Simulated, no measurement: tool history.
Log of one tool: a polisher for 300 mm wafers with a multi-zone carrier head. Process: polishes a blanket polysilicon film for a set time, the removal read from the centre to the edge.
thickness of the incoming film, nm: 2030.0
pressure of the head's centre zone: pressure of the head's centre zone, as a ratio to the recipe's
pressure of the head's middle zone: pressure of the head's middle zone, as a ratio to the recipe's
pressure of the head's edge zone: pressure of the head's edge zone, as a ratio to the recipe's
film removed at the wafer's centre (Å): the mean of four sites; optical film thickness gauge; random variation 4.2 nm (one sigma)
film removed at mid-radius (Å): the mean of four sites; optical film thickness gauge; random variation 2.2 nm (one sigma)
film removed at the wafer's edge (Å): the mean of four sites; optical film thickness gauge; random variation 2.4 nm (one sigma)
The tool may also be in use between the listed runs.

run  hour  flow of slurry (ml/min)  pressure of the head's centre zone  pressure of the head's middle zone  pressure of the head's edge zone  polishing time (s)  film removed at the wafer's centre (Å)  film removed at mid-radius (Å)  film removed at the wafer's edge (Å)
  1     0                      280                                   1                                   1                                 1                  76                                  3956.8                          4090.3                                4092.6
  2   2.8                      280                                   1                                0.98                              0.95                  71                                  3790.1                            3786                                3743.8
  3   6.9                      280                                   1                                0.98                                 1                  71                                  3781.9                          3786.9                                3827.9
  4   8.3                      275                                0.99                                0.97                              0.95                  68                                  3513.2                          3556.7                                3597.1
  5  10.5                      270                                   1                                0.97                              0.91                  66                                  3453.9                          3486.6                                3395.4
  6  15.2                      270                                   1                                1.02                              0.91                  66                                  3423.2                          3609.4                                3377.7
  7  20.1                      255                                   1                                   1                              0.89                  65                                  3389.9                          3498.4                                3292.8

Run 8 comes next. What will it give?
  8  27.4                      245                                   1                                0.98                              0.87                  65                                       ?                               ?                                     ?

Run 8 gave film removed at the wafer's centre (Å) 3341.8, film removed at mid-radius (Å) 3397.4, film removed at the wafer's edge (Å) 3193.5.

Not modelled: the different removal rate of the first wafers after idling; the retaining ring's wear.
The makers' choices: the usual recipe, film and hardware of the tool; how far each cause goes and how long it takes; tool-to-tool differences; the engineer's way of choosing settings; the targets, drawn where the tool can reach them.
